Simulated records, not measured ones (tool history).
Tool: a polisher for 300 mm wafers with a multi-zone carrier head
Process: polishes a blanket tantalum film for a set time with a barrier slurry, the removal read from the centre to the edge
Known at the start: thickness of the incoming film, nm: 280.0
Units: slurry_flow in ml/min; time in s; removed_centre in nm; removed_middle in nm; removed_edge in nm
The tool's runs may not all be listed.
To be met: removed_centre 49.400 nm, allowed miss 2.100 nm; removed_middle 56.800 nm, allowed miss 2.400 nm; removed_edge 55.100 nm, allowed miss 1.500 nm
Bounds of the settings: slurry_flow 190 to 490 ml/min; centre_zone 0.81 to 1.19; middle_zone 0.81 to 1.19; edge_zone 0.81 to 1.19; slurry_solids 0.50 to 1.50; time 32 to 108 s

run	hour	slurry_flow	centre_zone	middle_zone	edge_zone	slurry_solids	time	removed_centre	removed_middle	removed_edge
1	0.0	315	1.00	1.00	1.00	1.00	70	107.050	107.670	108.610
2	2.5	315	1.00	1.03	1.00	1.00	70	108.150	110.110	108.280
3	11.1	315	1.00	1.03	1.00	1.00	63	97.885	97.286	95.205
4	17.2	315	1.09	1.03	1.00	1.00	63	105.340	99.698	96.748
5	21.2	295	1.01	1.04	1.00	0.85	56	81.584	85.207	80.569
# hour 25.5: worn pad replaced by a new one
6	25.5	295	1.01	1.04	1.00	0.85	49	77.997	79.345	77.414
7	29.7	285	0.97	1.03	0.98	0.75	45	64.028	67.644	67.042
8	35.2	280	0.95	1.03	0.94	0.70	45	60.228	67.701	63.201

5 next moves are on the table. One of them brings every result within its allowed miss. Which?
A	40.7	375	0.81	0.87	1.19	1.00	36	?	?	?
B	40.7	235	0.89	1.19	0.86	0.55	61	?	?	?
C	40.7	395	0.92	1.08	1.06	0.50	43	?	?	?
D	40.7	380	1.06	1.04	0.87	0.60	45	?	?	?
E	40.7	325	1.19	0.81	1.16	0.85	41	?	?	?

move	removed_centre	removed_middle	removed_edge
A	50.066	53.079	67.565
B	67.983	85.569	72.056
C	49.738	55.420	55.330
D	66.467	62.196	58.483
E	78.209	53.077	71.066
A: further off than the last run
B: further off than the last run
C: meets every target
D: further off than the last run
E: further off than the last run
The right move is C.
